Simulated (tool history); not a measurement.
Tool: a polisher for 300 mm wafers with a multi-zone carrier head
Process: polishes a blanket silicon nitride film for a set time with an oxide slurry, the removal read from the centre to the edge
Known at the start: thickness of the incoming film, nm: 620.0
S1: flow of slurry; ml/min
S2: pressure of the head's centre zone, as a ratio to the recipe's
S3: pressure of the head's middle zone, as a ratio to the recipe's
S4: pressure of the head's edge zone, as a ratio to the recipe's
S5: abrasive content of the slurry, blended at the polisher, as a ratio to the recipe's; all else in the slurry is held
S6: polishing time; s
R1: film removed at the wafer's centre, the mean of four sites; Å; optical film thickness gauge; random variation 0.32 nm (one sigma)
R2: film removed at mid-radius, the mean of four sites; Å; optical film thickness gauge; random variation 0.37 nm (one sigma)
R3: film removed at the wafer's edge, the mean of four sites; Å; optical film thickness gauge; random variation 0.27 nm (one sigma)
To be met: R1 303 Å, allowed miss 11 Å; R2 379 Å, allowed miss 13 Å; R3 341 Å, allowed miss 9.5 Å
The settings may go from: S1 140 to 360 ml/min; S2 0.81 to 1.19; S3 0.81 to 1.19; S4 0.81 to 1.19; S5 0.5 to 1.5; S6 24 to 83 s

run 1 day=0 | S1=230 S2=1 S3=1 S4=1 S5=1 S6=53 | R1=290.83 R2=283.38 R3=291.49
run 2 day=0.271 | S1=240 S2=0.98 S3=1.05 S4=1.02 S5=1.05 S6=53 | R1=290.62 R2=307.22 R3=297.93
run 3 day=0.488 | S1=240 S2=0.98 S3=1.05 S4=1.02 S5=0.95 S6=53 | R1=282.94 R2=293.81 R3=290.74
run 4 day=0.588 | S1=240 S2=1.02 S3=1.05 S4=1.02 S5=0.95 S6=53 | R1=292.02 R2=293.83 R3=291.08
run 5 day=0.846 | S1=240 S2=1.02 S3=1.05 S4=1.02 S5=0.95 S6=62 | R1=344.27 R2=341.56 R3=334.66
run 6 day=1.167 | S1=240 S2=0.99 S3=1.07 S4=1.03 S5=0.95 S6=62 | R1=333.16 R2=351.71 R3=338.81
run 7 day=1.254 | S1=240 S2=0.97 S3=1.09 S4=1.03 S5=0.95 S6=62 | R1=332.31 R2=348.65 R3=339.57
run 8 day=1.421 | S1=255 S2=0.93 S3=1.11 S4=1.02 S5=0.95 S6=62 | R1=311.28 R2=371.29 R3=339.42

Which of these 5 next moves meets every target?
run A day=1.588 | S1=260 S2=0.94 S3=1.08 S4=1.08 S5=0.95 S6=61 | R1=? R2=? R3=?
run B day=1.588 | S1=265 S2=0.87 S3=1.06 S4=1.02 S5=0.9 S6=67 | R1=? R2=? R3=?
run C day=1.588 | S1=245 S2=1 S3=1.16 S4=1.08 S5=0.75 S6=65 | R1=? R2=? R3=?
run D day=1.588 | S1=260 S2=0.97 S3=1.14 S4=1.01 S5=0.9 S6=64 | R1=? R2=? R3=?
run E day=1.588 | S1=220 S2=0.89 S3=1.15 S4=1.01 S5=0.9 S6=65 | R1=? R2=? R3=?

move=A R1=311.9 R2=351.28 R3=345.12
move=B R1=311.37 R2=373.3 R3=362.01
move=C R1=322.07 R2=362.3 R3=335.06
move=D R1=331.34 R2=378.53 R3=343.24
move=E R1=301.88 R2=379.91 R3=343.4
A: brings the result that was furthest off to its target, and leaves another outside
B: brings the result that was furthest off to its target, and leaves another outside
C: further off than the last run
D: further off than the last run
E: meets every target
The right move is E.
